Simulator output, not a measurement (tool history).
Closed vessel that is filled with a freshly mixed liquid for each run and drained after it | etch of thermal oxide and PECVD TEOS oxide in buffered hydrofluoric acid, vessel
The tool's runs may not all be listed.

| run | hour | temperature setpoint of the liquid (K) | parts of 40 % ammonium fluoride to one part of 49 % hydrofluoric acid (parts by volume) | time in the liquid (s) | thickness taken off the thermal oxide on a monitor wafer (nm) | thickness taken off the PECVD TEOS oxide on a monitor wafer (nm) |
|---|---|---|---|---|---|---|
| 1 | 0.0 | 296.15 | 17.5 | 65 | 47.775 | 59.252 |
| 2 | 0.7 | 296.65 | 17.5 | 65 | 49.088 | 61.304 |
| 3 | 1.6 | 296.65 | 17.5 | 80 | 60.486 | 75.886 |
| 4 | 8.7 | 296.15 | 17.5 | 80 | 58.917 | 74.155 |
| 5 | 11.7 | 295.65 | 17.5 | 80 | 57.525 | 72.216 |
| 6 | 19.0 | 295.65 | 21.0 | 80 | 48.459 | 61.037 |
| 7 | 20.3 | 296.15 | 21.0 | 80 | 49.839 | 62.648 |

Predict the results of run 8:
| 8 | 25.8 | 296.65 | 21.0 | 80 | ? | ? |

For run 8 the tool returned thickness taken off the thermal oxide on a monitor wafer (nm) 51.177, thickness taken off the PECVD TEOS oxide on a monitor wafer (nm) 64.108.
